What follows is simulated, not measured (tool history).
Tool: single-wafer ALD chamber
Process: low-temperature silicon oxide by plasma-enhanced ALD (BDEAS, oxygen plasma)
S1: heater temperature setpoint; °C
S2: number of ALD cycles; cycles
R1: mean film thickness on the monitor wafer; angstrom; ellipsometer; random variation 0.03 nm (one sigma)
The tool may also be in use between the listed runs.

run 1 day=0.000 | S1=95 S2=45 | R1=58.625
run 2 day=0.029 | S1=87 S2=45 | R1=60.957
run 3 day=0.271 | S1=87 S2=42 | R1=56.995
run 4 day=0.592 | S1=83 S2=42 | R1=57.755
run 5 day=0.658 | S1=80 S2=44 | R1=60.507
run 6 day=0.879 | S1=78 S2=46 | R1=64.387
run 7 day=1.050 | S1=76 S2=47 | R1=66.049

Run 8 comes next. What will it give?
run 8 day=1.088 | S1=75 S2=48 | R1=?

Run 8 gave R1 67.702 angstrom.
